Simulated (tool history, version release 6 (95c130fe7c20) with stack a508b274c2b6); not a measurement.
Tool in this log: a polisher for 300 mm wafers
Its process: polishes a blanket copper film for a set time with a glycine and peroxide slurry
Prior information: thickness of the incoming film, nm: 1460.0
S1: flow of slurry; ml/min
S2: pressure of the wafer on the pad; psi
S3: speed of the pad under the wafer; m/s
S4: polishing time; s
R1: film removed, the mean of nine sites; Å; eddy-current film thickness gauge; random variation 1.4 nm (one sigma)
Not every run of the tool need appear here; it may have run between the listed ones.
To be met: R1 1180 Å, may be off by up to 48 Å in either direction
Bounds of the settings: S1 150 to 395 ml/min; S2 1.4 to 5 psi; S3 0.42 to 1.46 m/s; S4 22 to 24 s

run,day,S1,S2,S3,S4,R1
1,0,250,3.2,0.94,24,1595.4
2,0.162,250,2.8,0.94,24,1425
3,0.275,250,2.6,0.94,24,1371.7
4,0.517,250,2.6,0.94,22,1249
5,0.642,250,2.6,1.12,22,1410.8
6,0.692,300,2.6,1.12,22,1433.4
7,0.867,300,2.4,1.12,22,1351.1
8,1.208,300,2.2,1.12,22,1257.4

5 next moves are on the table. One of them brings every result within its allowed miss. Which?
A,1.55,290,1.9,1.14,23,?
B,1.55,290,1.9,1.34,24,?
C,1.55,295,2.2,1.12,24,?
D,1.55,310,2.1,1.16,23,?
E,1.55,360,2,1.12,24,?

move,R1
A,1182.4
B,1382.9
C,1370.8
D,1303.1
E,1291.9
A: in spec on every target
B: the biggest miss grows against the last run
C: the biggest miss grows against the last run
D: the biggest miss grows against the last run
E: the biggest miss grows against the last run
Correct choice: A, which meets every target
